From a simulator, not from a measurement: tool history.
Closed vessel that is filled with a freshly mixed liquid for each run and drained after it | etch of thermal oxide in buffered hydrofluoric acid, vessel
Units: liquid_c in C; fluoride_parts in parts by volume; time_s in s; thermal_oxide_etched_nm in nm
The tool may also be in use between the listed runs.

Run 1, day 0: liquid_c 21 C, fluoride_parts 12 parts by volume, time_s 90 s. Result: thermal_oxide_etched_nm 70.912 nm.
Run 2, day 0.321: liquid_c 22 C, fluoride_parts 12 parts by volume, time_s 90 s. Result: thermal_oxide_etched_nm 73.897 nm.
Run 3, day 0.692: liquid_c 22 C, fluoride_parts 10.5 parts by volume, time_s 90 s. Result: thermal_oxide_etched_nm 85.46 nm.
Run 4, day 0.742: liquid_c 22 C, fluoride_parts 10.5 parts by volume, time_s 95 s. Result: thermal_oxide_etched_nm 90.719 nm.
Run 5, day 1.1: liquid_c 22 C, fluoride_parts 9 parts by volume, time_s 95 s. Result: thermal_oxide_etched_nm 100.86 nm.
Run 6, day 1.183: liquid_c 21.5 C, fluoride_parts 9 parts by volume, time_s 95 s. Result: thermal_oxide_etched_nm 98.31 nm.
Run 7, day 1.371: liquid_c 21 C, fluoride_parts 9 parts by volume, time_s 95 s. Result: thermal_oxide_etched_nm 95.219 nm.
Run 8, day 1.521: liquid_c 20.5 C, fluoride_parts 9 parts by volume, time_s 95 s. Result: thermal_oxide_etched_nm 92.485 nm.
Run 9, day 1.838: liquid_c 20 C, fluoride_parts 9 parts by volume, time_s 95 s. Result: thermal_oxide_etched_nm 89.838 nm.
Run 10, day 1.938: liquid_c 19.5 C, fluoride_parts 9 parts by volume, time_s 95 s. Result: thermal_oxide_etched_nm 87.621 nm.

Forecast run 11:
Run 11, day 2.038: liquid_c 18.5 C, fluoride_parts 9 parts by volume, time_s 95 s. Result: thermal_oxide_etched_nm ?.

thermal_oxide_etched_nm: 83.012 nm
